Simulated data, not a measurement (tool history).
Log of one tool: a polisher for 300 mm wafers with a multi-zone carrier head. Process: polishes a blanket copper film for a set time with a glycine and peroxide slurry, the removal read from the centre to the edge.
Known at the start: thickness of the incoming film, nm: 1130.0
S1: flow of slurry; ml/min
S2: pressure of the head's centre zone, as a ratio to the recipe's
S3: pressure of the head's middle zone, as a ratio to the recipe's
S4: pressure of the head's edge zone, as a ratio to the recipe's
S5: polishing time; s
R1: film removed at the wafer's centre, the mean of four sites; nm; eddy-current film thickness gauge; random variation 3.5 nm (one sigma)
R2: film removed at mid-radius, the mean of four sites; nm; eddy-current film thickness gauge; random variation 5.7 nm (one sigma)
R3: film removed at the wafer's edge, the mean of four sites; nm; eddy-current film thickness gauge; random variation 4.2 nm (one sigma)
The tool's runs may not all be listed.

run 1 hour=0.0 | S1=125 S2=1.00 S3=1.00 S4=1.00 S5=65 | R1=305.68 R2=300.23 R3=307.08
run 2 hour=3.3 | S1=130 S2=1.01 S3=1.02 S4=1.02 S5=67 | R1=320.92 R2=315.21 R3=316.99
run 3 hour=7.0 | S1=135 S2=1.02 S3=1.03 S4=1.03 S5=70 | R1=342.59 R2=338.76 R3=338.70
run 4 hour=12.7 | S1=135 S2=1.02 S3=1.03 S4=1.08 S5=70 | R1=338.36 R2=335.22 R3=335.69
run 5 hour=17.3 | S1=145 S2=1.02 S3=1.03 S4=1.08 S5=70 | R1=343.98 R2=338.77 R3=340.46
run 6 hour=21.7 | S1=145 S2=1.03 S3=1.04 S4=1.08 S5=73 | R1=362.72 R2=367.94 R3=354.51
run 7 hour=29.4 | S1=145 S2=1.04 S3=1.04 S4=1.08 S5=75 | R1=377.73 R2=375.46 R3=366.23
run 8 hour=36.5 | S1=145 S2=1.05 S3=1.04 S4=1.08 S5=77 | R1=389.57 R2=379.89 R3=372.39
run 9 hour=43.9 | S1=150 S2=1.05 S3=1.04 S4=1.08 S5=79 | R1=401.20 R2=400.57 R3=383.25
run 10 hour=52.9 | S1=150 S2=1.06 S3=1.04 S4=1.09 S5=81 | R1=421.21 R2=399.05 R3=402.07

The next listed run, before its measurement:
run 11 hour=61.8 | S1=150 S2=1.06 S3=1.05 S4=1.09 S5=82 | R1=? R2=? R3=?

For run 11 the tool returned R1 422.96 nm, R2 405.37 nm, R3 403.12 nm.

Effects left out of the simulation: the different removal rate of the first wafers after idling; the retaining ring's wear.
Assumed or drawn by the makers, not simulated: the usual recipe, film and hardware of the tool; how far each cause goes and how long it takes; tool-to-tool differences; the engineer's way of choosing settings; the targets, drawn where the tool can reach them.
